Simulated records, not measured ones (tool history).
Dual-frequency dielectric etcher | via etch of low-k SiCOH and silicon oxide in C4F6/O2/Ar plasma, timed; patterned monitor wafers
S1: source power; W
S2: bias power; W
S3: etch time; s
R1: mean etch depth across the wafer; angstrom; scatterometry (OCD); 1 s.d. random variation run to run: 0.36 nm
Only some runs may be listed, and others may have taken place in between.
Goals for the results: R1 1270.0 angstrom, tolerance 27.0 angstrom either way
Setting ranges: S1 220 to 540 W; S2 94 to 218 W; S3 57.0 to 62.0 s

run,hour,S1,S2,S3,R1
1,0.0,380,156,62.0,1644.2
2,6.0,360,148,61.5,1572.7
3,11.5,340,142,61.0,1502.8
4,16.5,340,157,61.0,1549.6
5,21.0,310,157,61.0,1478.8
6,29.1,240,157,61.0,1324.3
7,32.4,240,156,61.0,1329.2
8,38.6,240,155,61.0,1318.7
9,40.6,240,154,61.0,1313.8

5 next moves are on the table. One of them brings every result within its allowed miss. Which?
A,42.6,260,144,60.5,?
B,42.6,220,129,62.0,?
C,42.6,220,154,59.0,?
D,42.6,220,135,60.5,?
E,42.6,240,142,60.0,?

move,R1
A,1321.7
B,1210.4
C,1219.6
D,1198.4
E,1257.9
A: the biggest miss grows against the last run
B: carries the result that was furthest off beyond its target, to the other side
C: carries the result that was furthest off beyond its target, to the other side
D: carries the result that was furthest off beyond its target, to the other side
E: hits every target within its allowed miss
The right move is E.
